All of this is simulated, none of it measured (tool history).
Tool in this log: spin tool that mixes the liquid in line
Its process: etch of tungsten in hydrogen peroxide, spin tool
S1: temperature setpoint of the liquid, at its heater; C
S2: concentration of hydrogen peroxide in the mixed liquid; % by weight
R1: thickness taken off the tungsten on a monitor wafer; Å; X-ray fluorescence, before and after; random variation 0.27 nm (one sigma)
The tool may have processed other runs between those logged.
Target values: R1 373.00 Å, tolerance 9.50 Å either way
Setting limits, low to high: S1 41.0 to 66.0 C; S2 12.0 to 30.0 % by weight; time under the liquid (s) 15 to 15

Run 1, hour 0.0: S1 57.0 C, S2 21.0 % by weight, time under the liquid (s) 15. Result: R1 178.87 Å.
Run 2, hour 4.1: S1 51.5 C, S2 21.0 % by weight, time under the liquid (s) 15. Result: R1 130.63 Å.
Run 3, hour 7.4: S1 49.0 C, S2 21.0 % by weight, time under the liquid (s) 15. Result: R1 112.96 Å.
Run 4, hour 8.2: S1 53.5 C, S2 23.5 % by weight, time under the liquid (s) 15. Result: R1 155.27 Å.
At hour 11.0: peroxide flow meter replaced.
Run 5, hour 11.0: S1 53.5 C, S2 20.0 % by weight, time under the liquid (s) 15. Result: R1 152.24 Å.
Run 6, hour 16.0: S1 53.5 C, S2 20.0 % by weight, time under the liquid (s) 15. Result: R1 152.24 Å.
Run 7, hour 17.7: S1 56.5 C, S2 22.5 % by weight, time under the liquid (s) 15. Result: R1 193.19 Å.
Run 8, hour 20.8: S1 59.0 C, S2 22.5 % by weight, time under the liquid (s) 15. Result: R1 221.36 Å.
Run 9, hour 28.1: S1 61.0 C, S2 23.5 % by weight, time under the liquid (s) 15. Result: R1 252.40 Å.
Run 10, hour 28.7: S1 62.5 C, S2 24.5 % by weight, time under the liquid (s) 15. Result: R1 281.98 Å.
Run 11, hour 35.5: S1 63.5 C, S2 25.5 % by weight, time under the liquid (s) 15. Result: R1 302.54 Å.
Run 12, hour 36.9: S1 64.0 C, S2 26.5 % by weight, time under the liquid (s) 15. Result: R1 319.14 Å.

Which single option among these 4 for the next run brings every result within its allowed miss of target? Just one does.
Run A, hour 38.3: S1 65.0 C, S2 28.0 % by weight, time under the liquid (s) 15. Result: R1 ?.
Run B, hour 38.3: S1 62.0 C, S2 27.5 % by weight, time under the liquid (s) 15. Result: R1 ?.
Run C, hour 38.3: S1 65.5 C, S2 30.0 % by weight, time under the liquid (s) 15. Result: R1 ?.
Run D, hour 38.3: S1 64.5 C, S2 30.0 % by weight, time under the liquid (s) 15. Result: R1 ?.

move      R1
   A  346.75
   B  290.22
   C  369.06
   D  349.03
A: gains on the last run, yet a result remains outside its allowed miss
B: misses by more than the last run did
C: hits every target within its allowed miss
D: gains on the last run, yet a result remains outside its allowed miss
Move C is the one to make.
